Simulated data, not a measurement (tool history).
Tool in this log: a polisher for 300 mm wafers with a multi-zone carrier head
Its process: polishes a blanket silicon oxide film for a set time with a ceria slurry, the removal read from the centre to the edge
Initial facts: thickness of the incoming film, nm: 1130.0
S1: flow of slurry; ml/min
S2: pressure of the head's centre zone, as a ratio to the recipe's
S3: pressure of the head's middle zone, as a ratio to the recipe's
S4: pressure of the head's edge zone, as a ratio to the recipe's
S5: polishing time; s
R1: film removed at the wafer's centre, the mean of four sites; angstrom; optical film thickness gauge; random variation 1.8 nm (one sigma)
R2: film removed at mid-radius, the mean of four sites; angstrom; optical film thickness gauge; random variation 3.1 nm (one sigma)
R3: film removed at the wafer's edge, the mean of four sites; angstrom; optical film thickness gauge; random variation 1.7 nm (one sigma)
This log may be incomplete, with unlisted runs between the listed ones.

run,hour,S1,S2,S3,S4,S5,R1,R2,R3
1,0,250,1,1,1,78,2380.9,2370,2469.2
2,8.5,245,0.98,1.01,0.97,76,2297.8,2311.7,2343.1
3,17,245,0.98,0.98,0.97,76,2269.6,2295.8,2391.7
4,18.9,245,0.98,0.98,0.97,61,1829.5,1830.1,1923.4
5,22.2,250,0.97,1,0.97,61,1809,1832,1944
6,27.2,250,0.97,1,0.89,61,1827.2,1860.9,1866.1

Forecast run 7:
7,33.7,255,0.96,1.02,0.9,62,?,?,?

{"run 7": {"R1": 1840.6, "R2": 1949.8, "R3": 1911.7}}
